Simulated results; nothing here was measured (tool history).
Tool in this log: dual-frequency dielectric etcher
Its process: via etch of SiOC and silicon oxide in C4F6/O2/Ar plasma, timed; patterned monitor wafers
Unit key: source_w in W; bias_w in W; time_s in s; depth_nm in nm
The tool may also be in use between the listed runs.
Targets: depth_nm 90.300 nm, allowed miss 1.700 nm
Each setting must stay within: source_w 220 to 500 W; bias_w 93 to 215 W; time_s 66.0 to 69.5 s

{"run": 1, "day": 0.0, "source_w": 360, "bias_w": 154, "time_s": 66.0, "depth_nm": 71.788}
{"run": 2, "day": 0.296, "source_w": 360, "bias_w": 154, "time_s": 66.0, "depth_nm": 71.965}
{"run": 3, "day": 0.617, "source_w": 360, "bias_w": 154, "time_s": 69.5, "depth_nm": 75.499}
{"run": 4, "day": 0.917, "source_w": 370, "bias_w": 156, "time_s": 69.5, "depth_nm": 76.937}
{"run": 5, "day": 1.162, "source_w": 370, "bias_w": 176, "time_s": 69.5, "depth_nm": 79.39}
{"run": 6, "day": 1.383, "source_w": 380, "bias_w": 177, "time_s": 69.5, "depth_nm": 80.47}
{"run": 7, "day": 1.696, "source_w": 390, "bias_w": 178, "time_s": 69.5, "depth_nm": 81.705}
{"run": 8, "day": 1.862, "source_w": 400, "bias_w": 179, "time_s": 69.5, "depth_nm": 82.449}
{"run": 9, "day": 1.983, "source_w": 410, "bias_w": 180, "time_s": 69.5, "depth_nm": 83.496}
{"run": 10, "day": 2.158, "source_w": 420, "bias_w": 181, "time_s": 69.5, "depth_nm": 84.547}
{"run": 11, "day": 2.467, "source_w": 430, "bias_w": 182, "time_s": 69.5, "depth_nm": 85.502}
{"run": 12, "day": 2.65, "source_w": 430, "bias_w": 183, "time_s": 69.5, "depth_nm": 85.909}
{"run": 13, "day": 2.796, "source_w": 450, "bias_w": 185, "time_s": 69.5, "depth_nm": 87.292}

4 candidate next runs follow, results not yet known. Just one meets every target within its allowed miss. Identify it.
{"run": "A", "day": 2.942, "source_w": 440, "bias_w": 182, "time_s": 68.5, "depth_nm": "?"}
{"run": "B", "day": 2.942, "source_w": 450, "bias_w": 181, "time_s": 68.5, "depth_nm": "?"}
{"run": "C", "day": 2.942, "source_w": 410, "bias_w": 201, "time_s": 68.5, "depth_nm": "?"}
{"run": "D", "day": 2.942, "source_w": 480, "bias_w": 199, "time_s": 68.5, "depth_nm": "?"}

move=A depth_nm=84.718
move=B depth_nm=85.336
move=C depth_nm=84.975
move=D depth_nm=90.181
A: moves away from the targets compared with the last run
B: moves away from the targets compared with the last run
C: moves away from the targets compared with the last run
D: all results land within tolerance of their targets
So the answer is move D, the one that meets all the targets.
